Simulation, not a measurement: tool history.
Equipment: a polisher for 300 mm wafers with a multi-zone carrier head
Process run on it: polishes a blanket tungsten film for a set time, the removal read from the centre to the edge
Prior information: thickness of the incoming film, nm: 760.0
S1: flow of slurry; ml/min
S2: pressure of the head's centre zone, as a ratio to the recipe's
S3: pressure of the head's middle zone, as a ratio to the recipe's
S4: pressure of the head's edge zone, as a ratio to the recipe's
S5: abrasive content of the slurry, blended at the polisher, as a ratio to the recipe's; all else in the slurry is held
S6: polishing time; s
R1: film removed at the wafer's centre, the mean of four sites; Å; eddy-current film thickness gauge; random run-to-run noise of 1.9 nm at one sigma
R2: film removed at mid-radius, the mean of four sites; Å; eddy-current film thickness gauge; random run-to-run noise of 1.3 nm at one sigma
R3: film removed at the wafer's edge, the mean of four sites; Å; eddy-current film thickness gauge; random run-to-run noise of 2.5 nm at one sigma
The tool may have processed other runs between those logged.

run  hour   S1    S2    S3    S4   S5  S6      R1      R2      R3
  1     0  175     1     1     1    1  40  2154.6  2246.2  2259.5
  2   2.6  165  0.96     1  0.97  0.9  40  1976.2    2144  2192.4
  3  11.3  165  0.94  1.02  0.94  0.8  39  1825.3  2066.6  1961.5
  4  14.3  155  0.92  1.02  0.93  0.8  39  1810.5  2044.2  1933.4
  5  16.3  155  0.97  1.02  0.93  0.8  39  1922.6  2025.2  1947.9
  6  24.6  130  0.97  1.02  0.93  0.8  39  1730.8  1960.8  1907.9

Estimate the outcome of run 7 from the log above:
  7  25.6  125  0.96  1.03  0.93  0.8  39   ?   ?   ?

R1: 1730.5 Å
R2: 1973.5 Å
R3: 1921.4 Å

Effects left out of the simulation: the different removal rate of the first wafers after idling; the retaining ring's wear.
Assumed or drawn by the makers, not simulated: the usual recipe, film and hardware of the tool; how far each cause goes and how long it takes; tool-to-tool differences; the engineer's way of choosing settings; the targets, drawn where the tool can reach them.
